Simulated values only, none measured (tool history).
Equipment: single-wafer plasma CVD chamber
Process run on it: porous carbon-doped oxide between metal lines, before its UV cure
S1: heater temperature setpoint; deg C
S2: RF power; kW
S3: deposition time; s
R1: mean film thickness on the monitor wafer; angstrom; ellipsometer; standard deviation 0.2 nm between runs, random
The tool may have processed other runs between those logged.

Run 1, hour 0: S1 285 deg C, S2 0.4 kW, S3 13.4 s. Result: R1 662.73 angstrom.
Run 2, hour 7.2: S1 285 deg C, S2 0.345 kW, S3 13.4 s. Result: R1 595.47 angstrom.
Run 3, hour 12.9: S1 285 deg C, S2 0.295 kW, S3 13.4 s. Result: R1 529.18 angstrom.
Run 4, hour 14.6: S1 285 deg C, S2 0.295 kW, S3 12.7 s. Result: R1 498.77 angstrom.
Run 5, hour 16.4: S1 285 deg C, S2 0.32 kW, S3 12.7 s. Result: R1 532.93 angstrom.
Run 6, hour 19.6: S1 281 deg C, S2 0.335 kW, S3 12.7 s. Result: R1 562.33 angstrom.
Run 7, hour 20.3: S1 278 deg C, S2 0.35 kW, S3 12.7 s. Result: R1 590.08 angstrom.
Run 8, hour 26.3: S1 275 deg C, S2 0.365 kW, S3 12.7 s. Result: R1 623.74 angstrom.
Run 9, hour 33.4: S1 273 deg C, S2 0.375 kW, S3 12.7 s. Result: R1 642.25 angstrom.

What does the tool deliver on the next run?
Run 10, hour 36.8: S1 271 deg C, S2 0.385 kW, S3 12.7 s. Result: R1 ?.

R1: 658.06 angstrom
